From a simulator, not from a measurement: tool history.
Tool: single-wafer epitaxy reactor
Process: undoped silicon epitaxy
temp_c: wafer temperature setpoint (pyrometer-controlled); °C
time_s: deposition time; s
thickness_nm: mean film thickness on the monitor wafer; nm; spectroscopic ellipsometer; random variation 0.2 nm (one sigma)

run  hour  temp_c  time_s  thickness_nm
  1   0.0     645     289        41.130
  2   8.7     640     289        36.412
  3  13.2     645     289        41.329
  4  19.8     645     273        39.046
  5  25.2     639     273        33.646
  6  30.3     639     297        36.474
  7  38.9     642     297        39.367
  8  40.3     645     297        42.421
  9  43.7     647     297        44.556
 10  46.2     647     297        44.576
 11  51.1     649     297        46.457
 12  55.7     651     297        48.926
 13  64.4     652     297        49.900
 14  69.0     653     297        51.188
 15  74.0     654     297        52.584
 16  81.7     655     297        53.861

Run 17 comes next. What will it give?
 17  83.6     656     297             ?

thickness_nm: 55.215 nm

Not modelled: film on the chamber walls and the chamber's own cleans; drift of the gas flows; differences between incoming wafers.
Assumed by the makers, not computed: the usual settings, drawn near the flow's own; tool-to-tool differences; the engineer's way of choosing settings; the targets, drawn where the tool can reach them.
